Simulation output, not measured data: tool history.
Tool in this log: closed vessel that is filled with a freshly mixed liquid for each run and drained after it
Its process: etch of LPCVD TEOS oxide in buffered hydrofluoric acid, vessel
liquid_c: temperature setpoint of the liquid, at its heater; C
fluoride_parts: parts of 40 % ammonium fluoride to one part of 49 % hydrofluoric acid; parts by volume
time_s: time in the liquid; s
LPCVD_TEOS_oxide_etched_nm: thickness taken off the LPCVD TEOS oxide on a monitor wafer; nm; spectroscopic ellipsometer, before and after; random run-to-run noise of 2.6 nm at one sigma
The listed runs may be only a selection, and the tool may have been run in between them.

run 1 day=0 | liquid_c=21 fluoride_parts=11 time_s=105 | LPCVD_TEOS_oxide_etched_nm=222.13
run 2 day=0.188 | liquid_c=22 fluoride_parts=11 time_s=105 | LPCVD_TEOS_oxide_etched_nm=233.33
run 3 day=0.262 | liquid_c=22 fluoride_parts=14 time_s=105 | LPCVD_TEOS_oxide_etched_nm=182.52
run 4 day=0.3 | liquid_c=23 fluoride_parts=13.5 time_s=105 | LPCVD_TEOS_oxide_etched_nm=200.25
run 5 day=0.525 | liquid_c=23.5 fluoride_parts=13 time_s=105 | LPCVD_TEOS_oxide_etched_nm=214.07
run 6 day=0.654 | liquid_c=20 fluoride_parts=13 time_s=105 | LPCVD_TEOS_oxide_etched_nm=177.88
run 7 day=0.892 | liquid_c=21 fluoride_parts=12.5 time_s=105 | LPCVD_TEOS_oxide_etched_nm=190.79
run 8 day=1.088 | liquid_c=22 fluoride_parts=12.5 time_s=105 | LPCVD_TEOS_oxide_etched_nm=200.81
run 9 day=1.346 | liquid_c=23 fluoride_parts=12 time_s=105 | LPCVD_TEOS_oxide_etched_nm=224.9

Predict the results of run 10:
run 10 day=1.5 | liquid_c=23 fluoride_parts=12 time_s=105 | LPCVD_TEOS_oxide_etched_nm=?

{"run 10": {"LPCVD_TEOS_oxide_etched_nm": 225.42}}
